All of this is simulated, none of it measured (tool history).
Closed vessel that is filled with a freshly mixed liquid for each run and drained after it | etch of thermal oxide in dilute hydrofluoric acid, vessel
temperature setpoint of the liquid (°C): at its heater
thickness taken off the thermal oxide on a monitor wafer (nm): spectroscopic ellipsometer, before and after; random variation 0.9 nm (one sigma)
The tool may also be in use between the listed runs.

run,hour,temperature setpoint of the liquid (°C),parts of water to one part of 49 % hydrofluoric acid (parts by volume),time in the liquid (s),thickness taken off the thermal oxide on a monitor wafer (nm)
1,0,21,65,1145,78.798
2,9.2,23.5,65,1145,87.631
3,11.2,23.5,50,1145,115.99
4,12.3,24,50,1145,119.08
5,14.9,24,50,1145,120.36
6,24,24,35,1145,172.72
7,31.7,20,35,1145,146.65
8,38.7,20,35,1145,145.69

Run 9 comes next. What will it give?
9,44.7,19.5,35,1145,?

thickness taken off the thermal oxide on a monitor wafer (nm): 140.67
